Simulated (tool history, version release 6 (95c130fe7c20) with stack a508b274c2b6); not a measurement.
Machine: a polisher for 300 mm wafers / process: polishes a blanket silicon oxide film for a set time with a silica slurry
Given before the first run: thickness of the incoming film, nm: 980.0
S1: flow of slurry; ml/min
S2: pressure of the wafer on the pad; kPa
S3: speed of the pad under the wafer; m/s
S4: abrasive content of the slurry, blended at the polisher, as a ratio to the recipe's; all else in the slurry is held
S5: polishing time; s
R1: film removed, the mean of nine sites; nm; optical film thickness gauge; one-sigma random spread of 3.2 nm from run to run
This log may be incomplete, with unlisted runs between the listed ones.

run  hour   S1    S2    S3   S4   S5      R1
  1   0.0  170  19.3  1.08  1.0  110  232.84
  2   3.6  135  19.3  1.08  1.0  110  224.74
  3   5.4  160  19.3  1.08  1.0  110  234.53
  4   6.4  185  19.3  1.08  1.0  110  238.50
  5   7.4  190  20.0  1.08  1.0  110  247.05
  6   8.1  190  23.4  1.08  1.0  110  293.69
  7  10.7  195  23.4  1.08  1.0  110  289.53
  8  12.8  195  24.1  1.08  1.0  110  301.65

Run 9 comes next. What will it give?
  9  19.1  205  24.8  1.08  1.0  110   ?

Run 9 yielded R1 309.58 nm.
